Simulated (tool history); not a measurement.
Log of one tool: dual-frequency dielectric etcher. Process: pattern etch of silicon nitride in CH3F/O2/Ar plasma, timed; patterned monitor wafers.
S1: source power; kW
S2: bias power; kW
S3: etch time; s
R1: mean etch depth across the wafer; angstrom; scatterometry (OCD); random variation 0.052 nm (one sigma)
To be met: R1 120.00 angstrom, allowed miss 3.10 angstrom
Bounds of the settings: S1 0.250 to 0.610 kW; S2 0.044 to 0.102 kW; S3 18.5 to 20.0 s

run,day,S1,S2,S3,R1
1,0.000,0.430,0.073,20.0,137.89
2,0.146,0.410,0.072,20.0,132.87
3,0.338,0.410,0.084,20.0,140.03
4,0.621,0.410,0.074,20.0,135.00
5,0.758,0.390,0.073,20.0,129.87
6,0.908,0.390,0.086,20.0,136.79
7,0.967,0.370,0.085,20.0,131.55
8,1.179,0.360,0.085,20.0,129.48
9,1.208,0.350,0.085,20.0,126.22
10,1.388,0.340,0.085,20.0,123.91

Which of these 4 next moves meets every target?
A,1.567,0.290,0.086,20.0,?
B,1.567,0.330,0.095,19.0,?
C,1.567,0.340,0.090,20.0,?
D,1.567,0.340,0.092,20.0,?

move,R1
A,111.67
B,119.91
C,126.54
D,127.42
A: takes the result that was furthest off past its target
B: meets every target
C: further off than the last run
D: further off than the last run
The right move is B.
